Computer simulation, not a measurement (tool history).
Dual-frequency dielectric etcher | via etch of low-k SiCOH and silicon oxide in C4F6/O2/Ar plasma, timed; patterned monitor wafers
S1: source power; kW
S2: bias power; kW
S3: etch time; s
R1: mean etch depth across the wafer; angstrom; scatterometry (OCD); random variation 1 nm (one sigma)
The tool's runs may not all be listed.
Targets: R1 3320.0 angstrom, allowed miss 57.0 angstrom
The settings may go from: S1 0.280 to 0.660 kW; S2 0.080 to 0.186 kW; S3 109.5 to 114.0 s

run 1 day=0.000 | S1=0.470 S2=0.133 S3=109.5 | R1=2989.9
run 2 day=0.346 | S1=0.470 S2=0.143 S3=109.5 | R1=3102.2
run 3 day=0.496 | S1=0.490 S2=0.144 S3=109.5 | R1=3159.7
run 4 day=0.567 | S1=0.430 S2=0.144 S3=109.5 | R1=3018.2
run 5 day=0.896 | S1=0.380 S2=0.144 S3=109.5 | R1=2876.0
run 6 day=1.108 | S1=0.380 S2=0.125 S3=109.5 | R1=2689.9
run 7 day=1.171 | S1=0.450 S2=0.127 S3=109.5 | R1=2877.1
run 8 day=1.408 | S1=0.500 S2=0.129 S3=109.5 | R1=3052.4

Which of these 4 next moves meets every target?
run A day=1.646 | S1=0.530 S2=0.140 S3=112.5 | R1=?
run B day=1.646 | S1=0.580 S2=0.141 S3=113.0 | R1=?
run C day=1.646 | S1=0.450 S2=0.145 S3=114.0 | R1=?
run D day=1.646 | S1=0.500 S2=0.133 S3=113.0 | R1=?

move=A R1=3312.9
move=B R1=3458.0
move=C R1=3201.8
move=D R1=3177.2
A: meets every target
B: takes the result that was furthest off past its target
C: nearer than the last run, and not there yet
D: nearer than the last run, and not there yet
The right move is A.
